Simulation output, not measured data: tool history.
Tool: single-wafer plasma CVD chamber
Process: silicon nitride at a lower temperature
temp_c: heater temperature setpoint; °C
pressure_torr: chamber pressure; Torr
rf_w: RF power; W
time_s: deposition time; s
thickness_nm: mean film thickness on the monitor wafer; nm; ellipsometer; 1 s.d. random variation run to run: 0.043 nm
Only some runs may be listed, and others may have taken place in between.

run 1 hour=0.0 | temp_c=365 pressure_torr=1.31 rf_w=375 time_s=19.0 | thickness_nm=24.465
run 2 hour=3.4 | temp_c=355 pressure_torr=1.31 rf_w=375 time_s=19.0 | thickness_nm=24.453
run 3 hour=9.2 | temp_c=355 pressure_torr=1.21 rf_w=365 time_s=19.0 | thickness_nm=23.389
run 4 hour=17.6 | temp_c=355 pressure_torr=1.21 rf_w=320 time_s=19.0 | thickness_nm=21.570
run 5 hour=25.0 | temp_c=355 pressure_torr=1.17 rf_w=320 time_s=19.0 | thickness_nm=21.236
run 6 hour=29.7 | temp_c=355 pressure_torr=1.17 rf_w=350 time_s=19.0 | thickness_nm=22.417
run 7 hour=30.3 | temp_c=355 pressure_torr=1.11 rf_w=350 time_s=19.0 | thickness_nm=21.948
run 8 hour=32.4 | temp_c=355 pressure_torr=1.07 rf_w=350 time_s=19.0 | thickness_nm=21.506
run 9 hour=34.2 | temp_c=355 pressure_torr=1.05 rf_w=350 time_s=19.0 | thickness_nm=21.326
run 10 hour=42.1 | temp_c=355 pressure_torr=1.03 rf_w=350 time_s=19.0 | thickness_nm=21.150
run 11 hour=44.9 | temp_c=355 pressure_torr=1.02 rf_w=350 time_s=19.0 | thickness_nm=21.026

Run 12, settings as shown, results not yet in. Your forecast:
run 12 hour=51.4 | temp_c=355 pressure_torr=1.01 rf_w=350 time_s=19.0 | thickness_nm=?

For run 12 the tool returned thickness_nm 20.991 nm.

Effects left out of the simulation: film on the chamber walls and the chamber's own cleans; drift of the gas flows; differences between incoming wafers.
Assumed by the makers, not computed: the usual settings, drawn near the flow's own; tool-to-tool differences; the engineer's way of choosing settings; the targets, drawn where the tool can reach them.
